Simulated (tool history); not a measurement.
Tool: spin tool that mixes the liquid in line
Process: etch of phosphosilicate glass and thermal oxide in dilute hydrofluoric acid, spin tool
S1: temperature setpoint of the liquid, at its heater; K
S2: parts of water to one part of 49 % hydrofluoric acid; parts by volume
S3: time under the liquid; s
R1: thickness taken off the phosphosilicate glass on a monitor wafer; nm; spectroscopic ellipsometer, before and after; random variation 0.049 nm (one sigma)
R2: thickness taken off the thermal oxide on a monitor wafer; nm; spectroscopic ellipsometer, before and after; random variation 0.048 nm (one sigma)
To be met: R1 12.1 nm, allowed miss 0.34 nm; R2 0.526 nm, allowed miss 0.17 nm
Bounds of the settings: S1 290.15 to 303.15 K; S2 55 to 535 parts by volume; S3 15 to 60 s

run  hour      S1   S2  S3      R1       R2
  1     0  295.15  295  30  8.4341  0.40193
  2   2.4  296.65  290  30  9.1241  0.38519
  3   4.1  296.65  340  30  7.3631  0.29807
  4   7.4  297.15  325  30  7.9666  0.32712
  5  15.9  297.65  310  30  8.6483   0.4361
  6  20.7  297.65  310  20  5.7155  0.23517
  7    27  298.65  285  20  6.6646   0.2767
  8  32.1  302.65  170  20  14.735  0.57814
  9  34.1  301.65  170  20  14.157  0.70434
 10  38.8  301.15  175  20  13.263  0.58126
 11    43  300.65  175  20  13.173  0.59039
 12  50.9  300.15  175  20  12.838   0.6446
 13  58.3  300.15  180  20  12.479  0.46905
 14  59.7  300.15  190  20  11.658  0.52728

Which of these 5 next moves meets every target?
  A  61.1  293.65  125  15   ?   ?
  B  61.1  298.65  260  30   ?   ?
  C  61.1  296.65  175  20   ?   ?
  D  61.1  300.65  155  15   ?   ?
  E  61.1  300.15  145  15   ?   ?

move      R1       R2
   A  11.199  0.53046
   B  11.257  0.53321
   C  11.353  0.53775
   D  11.421  0.54094
   E  12.133  0.57469
A: further off than the last run
B: further off than the last run
C: further off than the last run
D: further off than the last run
E: meets every target
Move E is the one to make.

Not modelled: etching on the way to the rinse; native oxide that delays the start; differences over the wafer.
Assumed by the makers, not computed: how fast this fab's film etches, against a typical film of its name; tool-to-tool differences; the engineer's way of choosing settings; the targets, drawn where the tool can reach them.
